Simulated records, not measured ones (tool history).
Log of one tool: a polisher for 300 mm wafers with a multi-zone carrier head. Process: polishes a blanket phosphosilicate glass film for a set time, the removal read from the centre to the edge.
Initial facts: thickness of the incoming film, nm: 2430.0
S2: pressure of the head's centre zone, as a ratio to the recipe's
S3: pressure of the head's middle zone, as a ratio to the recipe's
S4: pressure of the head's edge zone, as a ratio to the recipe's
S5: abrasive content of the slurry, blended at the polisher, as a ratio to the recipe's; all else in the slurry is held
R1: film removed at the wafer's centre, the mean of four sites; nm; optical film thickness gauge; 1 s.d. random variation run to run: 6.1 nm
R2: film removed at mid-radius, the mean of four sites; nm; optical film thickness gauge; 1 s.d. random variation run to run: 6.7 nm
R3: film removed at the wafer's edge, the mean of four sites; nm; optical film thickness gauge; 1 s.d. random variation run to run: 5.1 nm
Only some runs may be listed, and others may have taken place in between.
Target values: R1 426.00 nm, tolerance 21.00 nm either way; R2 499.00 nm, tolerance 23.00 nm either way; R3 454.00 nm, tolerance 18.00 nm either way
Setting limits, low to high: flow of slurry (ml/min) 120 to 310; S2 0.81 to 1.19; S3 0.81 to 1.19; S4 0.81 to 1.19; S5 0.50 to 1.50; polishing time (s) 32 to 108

run 1 hour=0.0 | flow_of_slurry_(ml/min)=200 S2=1.00 S3=1.00 S4=1.00 S5=1.00 polishing_time_(s)=70 | R1=597.19 R2=611.56 R3=615.95
run 2 hour=6.3 | flow_of_slurry_(ml/min)=200 S2=1.00 S3=1.00 S4=1.00 S5=1.00 polishing_time_(s)=81 | R1=726.22 R2=695.83 R3=712.99
run 3 hour=8.2 | flow_of_slurry_(ml/min)=200 S2=1.00 S3=1.00 S4=1.00 S5=1.00 polishing_time_(s)=92 | R1=799.99 R2=784.68 R3=814.79
run 4 hour=11.6 | flow_of_slurry_(ml/min)=200 S2=1.00 S3=1.00 S4=1.00 S5=1.00 polishing_time_(s)=105 | R1=919.10 R2=923.47 R3=921.47
run 5 hour=17.0 | flow_of_slurry_(ml/min)=195 S2=0.98 S3=1.01 S4=0.98 S5=0.90 polishing_time_(s)=99 | R1=807.20 R2=809.63 R3=816.58
run 6 hour=25.1 | flow_of_slurry_(ml/min)=195 S2=0.96 S3=1.03 S4=0.96 S5=0.85 polishing_time_(s)=95 | R1=749.53 R2=785.61 R3=740.97
run 7 hour=31.8 | flow_of_slurry_(ml/min)=190 S2=0.94 S3=1.03 S4=0.95 S5=0.80 polishing_time_(s)=91 | R1=657.24 R2=726.41 R3=694.51
run 8 hour=39.9 | flow_of_slurry_(ml/min)=190 S2=0.94 S3=1.03 S4=0.95 S5=0.80 polishing_time_(s)=91 | R1=671.62 R2=701.78 R3=693.00
run 9 hour=45.6 | flow_of_slurry_(ml/min)=190 S2=0.93 S3=1.04 S4=0.94 S5=0.75 polishing_time_(s)=88 | R1=627.32 R2=667.96 R3=656.26
run 10 hour=46.8 | flow_of_slurry_(ml/min)=185 S2=0.89 S3=1.12 S4=0.84 S5=0.50 polishing_time_(s)=69 | R1=363.61 R2=447.31 R3=377.13

5 candidate next runs follow, results not yet known. Just one meets every target within its allowed miss. Identify it.
run A hour=48.0 | flow_of_slurry_(ml/min)=205 S2=0.88 S3=1.07 S4=0.84 S5=0.60 polishing_time_(s)=64 | R1=? R2=? R3=?
run B hour=48.0 | flow_of_slurry_(ml/min)=120 S2=0.91 S3=0.91 S4=0.98 S5=0.50 polishing_time_(s)=82 | R1=? R2=? R3=?
run C hour=48.0 | flow_of_slurry_(ml/min)=160 S2=1.02 S3=0.93 S4=0.88 S5=0.55 polishing_time_(s)=77 | R1=? R2=? R3=?
run D hour=48.0 | flow_of_slurry_(ml/min)=150 S2=0.90 S3=1.08 S4=0.89 S5=0.75 polishing_time_(s)=65 | R1=? R2=? R3=?
run E hour=48.0 | flow_of_slurry_(ml/min)=145 S2=1.00 S3=1.03 S4=0.87 S5=0.75 polishing_time_(s)=65 | R1=? R2=? R3=?

move=A R1=378.12 R2=460.44 R3=399.28
move=B R1=391.06 R2=408.20 R3=451.16
move=C R1=475.39 R2=445.69 R3=450.68
move=D R1=418.13 R2=505.28 R3=453.22
move=E R1=460.75 R2=481.30 R3=446.36
A: closes in on the targets versus the last run, not all within tolerance yet
B: the furthest-off result lands on target, but another misses its tolerance
C: the furthest-off result lands on target, but another misses its tolerance
D: in spec on every target
E: the furthest-off result lands on target, but another misses its tolerance
Correct choice: D, which meets every target
